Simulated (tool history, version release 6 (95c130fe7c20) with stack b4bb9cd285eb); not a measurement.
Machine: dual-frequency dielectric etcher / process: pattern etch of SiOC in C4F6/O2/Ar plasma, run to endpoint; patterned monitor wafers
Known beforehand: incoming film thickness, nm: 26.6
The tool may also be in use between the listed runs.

{"run": 1, "day": 0.0, "bias power (kW)": 0.327, "source power (kW)": 0.42, "endpoint time (s)": 10.031}
{"run": 2, "day": 0.258, "bias power (kW)": 0.309, "source power (kW)": 0.4, "endpoint time (s)": 10.475}
{"run": 3, "day": 0.329, "bias power (kW)": 0.294, "source power (kW)": 0.39, "endpoint time (s)": 10.765}
{"run": 4, "day": 0.617, "bias power (kW)": 0.244, "source power (kW)": 0.39, "endpoint time (s)": 11.24}
{"day": 0.746, "done": "source power generator calibrated"}
{"run": 5, "day": 0.746, "bias power (kW)": 0.237, "source power (kW)": 0.38, "endpoint time (s)": 11.609}
{"run": 6, "day": 0.854, "bias power (kW)": 0.265, "source power (kW)": 0.38, "endpoint time (s)": 11.112}

Run 7 has not been measured yet. What should we expect?
{"run": 7, "day": 0.896, "bias power (kW)": 0.255, "source power (kW)": 0.37, "endpoint time (s)": "?"}

{"run 7": {"endpoint time (s)": 11.46}}
